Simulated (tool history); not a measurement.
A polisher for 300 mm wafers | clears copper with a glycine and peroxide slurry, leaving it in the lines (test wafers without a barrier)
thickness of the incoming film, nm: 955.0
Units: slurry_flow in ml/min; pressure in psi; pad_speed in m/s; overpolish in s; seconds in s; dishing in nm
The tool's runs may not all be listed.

run  hour  slurry_flow  pressure  pad_speed  overpolish  seconds  dishing
  1   0.0          270       3.2       1.22          16   132.83   73.243
  2   5.9          270       2.8       1.12          16   156.35   61.995
  3  12.4          270       2.8       0.88          16   180.69   57.931
  4  13.3          270       2.8       1.10          16   154.38   62.635
  5  14.0          270       3.1       1.10          16   144.47   67.294
  6  19.1          265       2.7       1.02          16   166.06   60.280
  7  21.4          265       2.4       0.92          16   194.90   52.938
  8  29.2          265       2.2       0.86          16   211.34   46.961
  9  32.3          265       2.0       0.82          17   237.75   46.938
 10  33.6          265       1.9       0.80          17   256.21   42.742

Run 11 comes next. What will it give?
 11  39.3          265       1.8       0.80          17        ?        ?

Run 11 gave seconds 265.80 s, dishing 41.760 nm.

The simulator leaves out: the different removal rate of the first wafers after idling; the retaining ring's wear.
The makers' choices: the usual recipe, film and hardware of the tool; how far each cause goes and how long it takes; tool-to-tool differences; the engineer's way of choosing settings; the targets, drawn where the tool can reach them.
